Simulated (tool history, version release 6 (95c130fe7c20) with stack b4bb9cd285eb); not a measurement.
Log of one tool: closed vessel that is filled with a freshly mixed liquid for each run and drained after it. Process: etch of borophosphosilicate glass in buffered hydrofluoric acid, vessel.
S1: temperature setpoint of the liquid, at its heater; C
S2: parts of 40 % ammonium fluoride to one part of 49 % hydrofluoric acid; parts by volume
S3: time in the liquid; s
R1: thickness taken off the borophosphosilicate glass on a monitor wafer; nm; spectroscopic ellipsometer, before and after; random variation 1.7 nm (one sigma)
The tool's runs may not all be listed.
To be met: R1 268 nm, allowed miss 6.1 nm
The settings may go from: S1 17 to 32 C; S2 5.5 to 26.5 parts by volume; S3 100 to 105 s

{"run": 1, "hour": 0.0, "S1": 24, "S2": 16, "S3": 100, "R1": 123.1}
{"run": 2, "hour": 8.4, "S1": 21.5, "S2": 16, "S3": 100, "R1": 107}
{"run": 3, "hour": 15.3, "S1": 21.5, "S2": 19.5, "S3": 100, "R1": 87.926}
{"run": 4, "hour": 22.7, "S1": 22.5, "S2": 18.5, "S3": 100, "R1": 97.993}
{"run": 5, "hour": 31.2, "S1": 23.5, "S2": 17.5, "S3": 100, "R1": 109.21}
{"run": 6, "hour": 38.8, "S1": 24.5, "S2": 16.5, "S3": 100, "R1": 121.45}
{"run": 7, "hour": 43.6, "S1": 28.5, "S2": 11.5, "S3": 100, "R1": 215.9}
{"run": 8, "hour": 49.4, "S1": 29, "S2": 11.5, "S3": 100, "R1": 222.29}
{"run": 9, "hour": 51.2, "S1": 29.5, "S2": 11.5, "S3": 100, "R1": 225.32}
{"run": 10, "hour": 58.0, "S1": 30, "S2": 11.5, "S3": 100, "R1": 235.81}
{"run": 11, "hour": 58.6, "S1": 32, "S2": 11.5, "S3": 100, "R1": 259.32}

4 next moves are on the table. One of them brings every result within its allowed miss. Which?
{"run": "A", "hour": 59.2, "S1": 30, "S2": 10.5, "S3": 105, "R1": "?"}
{"run": "B", "hour": 59.2, "S1": 31, "S2": 12, "S3": 105, "R1": "?"}
{"run": "C", "hour": 59.2, "S1": 27.5, "S2": 9, "S3": 100, "R1": "?"}
{"run": "D", "hour": 59.2, "S1": 27, "S2": 9, "S3": 100, "R1": "?"}

move=A R1=270.24
move=B R1=249.73
move=C R1=253.26
move=D R1=246.66
A: meets every target
B: further off than the last run
C: further off than the last run
D: further off than the last run
The right move is A.
